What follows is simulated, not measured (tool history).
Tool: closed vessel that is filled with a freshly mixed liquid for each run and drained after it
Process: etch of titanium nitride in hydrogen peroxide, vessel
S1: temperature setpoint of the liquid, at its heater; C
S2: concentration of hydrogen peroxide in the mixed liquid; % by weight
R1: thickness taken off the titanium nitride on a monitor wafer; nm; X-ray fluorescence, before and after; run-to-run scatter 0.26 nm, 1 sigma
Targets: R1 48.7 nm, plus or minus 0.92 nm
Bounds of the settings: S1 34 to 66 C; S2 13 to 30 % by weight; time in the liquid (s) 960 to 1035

run 1 day=0 | S1=50 S2=26 time_in_the_liquid_(s)=960 | R1=24.03
run 2 day=0.338 | S1=56.5 S2=26 time_in_the_liquid_(s)=960 | R1=37.886
run 3 day=0.421 | S1=51 S2=26 time_in_the_liquid_(s)=960 | R1=25.606
run 4 day=0.792 | S1=51 S2=21.5 time_in_the_liquid_(s)=960 | R1=24.626
run 5 day=1.129 | S1=51 S2=16 time_in_the_liquid_(s)=960 | R1=23.084
run 6 day=1.392 | S1=51 S2=21.5 time_in_the_liquid_(s)=960 | R1=24.652
run 7 day=1.704 | S1=53 S2=21.5 time_in_the_liquid_(s)=960 | R1=28.487
run 8 day=1.967 | S1=54.5 S2=21.5 time_in_the_liquid_(s)=960 | R1=31.78
run 9 day=2.246 | S1=55.5 S2=21.5 time_in_the_liquid_(s)=960 | R1=33.917
run 10 day=2.458 | S1=56.5 S2=21.5 time_in_the_liquid_(s)=960 | R1=36.436
run 11 day=2.712 | S1=57.5 S2=21.5 time_in_the_liquid_(s)=960 | R1=39.153

Pick the move, out of 5, that brings all results within their allowed miss; only one does.
run A day=2.967 | S1=57 S2=25.5 time_in_the_liquid_(s)=1035 | R1=?
run B day=2.967 | S1=60.5 S2=28 time_in_the_liquid_(s)=980 | R1=?
run C day=2.967 | S1=53 S2=19.5 time_in_the_liquid_(s)=960 | R1=?
run D day=2.967 | S1=60 S2=18.5 time_in_the_liquid_(s)=1035 | R1=?
run E day=2.967 | S1=52.5 S2=21.5 time_in_the_liquid_(s)=960 | R1=?

move=A R1=42.108
move=B R1=51.711
move=C R1=27.861
move=D R1=48.29
move=E R1=27.455
A: moves toward the targets from the last run without getting all of them in spec
B: carries the result that was furthest off beyond its target, to the other side
C: moves away from the targets compared with the last run
D: in spec on every target
E: moves away from the targets compared with the last run
Answer: D
